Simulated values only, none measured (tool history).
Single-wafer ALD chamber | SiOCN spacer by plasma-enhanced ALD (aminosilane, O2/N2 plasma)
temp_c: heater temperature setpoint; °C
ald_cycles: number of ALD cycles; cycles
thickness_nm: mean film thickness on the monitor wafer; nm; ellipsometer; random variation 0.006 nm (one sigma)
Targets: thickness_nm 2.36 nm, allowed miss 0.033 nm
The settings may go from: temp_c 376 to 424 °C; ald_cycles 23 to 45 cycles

Run 1, hour 0: temp_c 400 °C, ald_cycles 34 cycles. Result: thickness_nm 1.8573 nm.
Run 2, hour 1.4: temp_c 394 °C, ald_cycles 34 cycles. Result: thickness_nm 1.8664 nm.
Run 3, hour 9.8: temp_c 394 °C, ald_cycles 36 cycles. Result: thickness_nm 1.9622 nm.
Run 4, hour 12.3: temp_c 394 °C, ald_cycles 38 cycles. Result: thickness_nm 2.0787 nm.
Run 5, hour 21: temp_c 398 °C, ald_cycles 38 cycles. Result: thickness_nm 2.0861 nm.
Run 6, hour 25.3: temp_c 398 °C, ald_cycles 39 cycles. Result: thickness_nm 2.1404 nm.
Run 7, hour 33.6: temp_c 398 °C, ald_cycles 40 cycles. Result: thickness_nm 2.1987 nm.
Run 8, hour 41.4: temp_c 398 °C, ald_cycles 40 cycles. Result: thickness_nm 2.1848 nm.
Run 9, hour 42.6: temp_c 398 °C, ald_cycles 41 cycles. Result: thickness_nm 2.2347 nm.
Run 10, hour 49.8: temp_c 398 °C, ald_cycles 42 cycles. Result: thickness_nm 2.3056 nm.

Which of these 5 next moves meets every target?
Run A, hour 57: temp_c 394 °C, ald_cycles 42 cycles. Result: thickness_nm ?.
Run B, hour 57: temp_c 401 °C, ald_cycles 41 cycles. Result: thickness_nm ?.
Run C, hour 57: temp_c 405 °C, ald_cycles 42 cycles. Result: thickness_nm ?.
Run D, hour 57: temp_c 401 °C, ald_cycles 43 cycles. Result: thickness_nm ?.
Run E, hour 57: temp_c 395 °C, ald_cycles 41 cycles. Result: thickness_nm ?.

move  thickness_nm
   A        2.3116
   B        2.2502
   C         2.279
   D          2.36
   E        2.2566
A: nearer than the last run, and not there yet
B: further off than the last run
C: further off than the last run
D: meets every target
E: further off than the last run
The right move is D.
